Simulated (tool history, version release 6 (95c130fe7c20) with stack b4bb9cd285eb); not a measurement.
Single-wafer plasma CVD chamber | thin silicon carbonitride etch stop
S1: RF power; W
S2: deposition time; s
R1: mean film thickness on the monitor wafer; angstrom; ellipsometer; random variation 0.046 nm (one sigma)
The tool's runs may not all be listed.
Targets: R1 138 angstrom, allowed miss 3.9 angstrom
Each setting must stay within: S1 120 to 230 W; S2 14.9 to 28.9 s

run  hour   S1    S2      R1
  1     0  175  21.9  117.13
  2     5  175  23.4  125.53
  3  13.5  180  23.6  127.92
  4  17.6  180  22.3  120.25
  5  19.5  180  19.5  105.98
  6  24.2  180  22.2  119.39
  7  31.3  180  22.2  119.58
  8  37.6  185  22.6  123.01
  9  46.3  190  22.9  124.77
 10  51.9  190  23.2   127.7
 11  52.7  195  23.4  129.04
 12  54.3  195  23.6  130.47

Next run, 4 choices. One meets every target within its allowed miss, the rest don't. Which?
  A  55.9  185  21.9   ?
  B  55.9  170  25.7   ?
  C  55.9  175  22.4   ?
  D  55.9  190  22.7   ?

move      R1
   A  118.69
   B  135.92
   C  119.46
   D  123.98
A: its largest miss is bigger than the last run's
B: every result lands within tolerance
C: its largest miss is bigger than the last run's
D: its largest miss is bigger than the last run's
Go with B: it meets all targets.
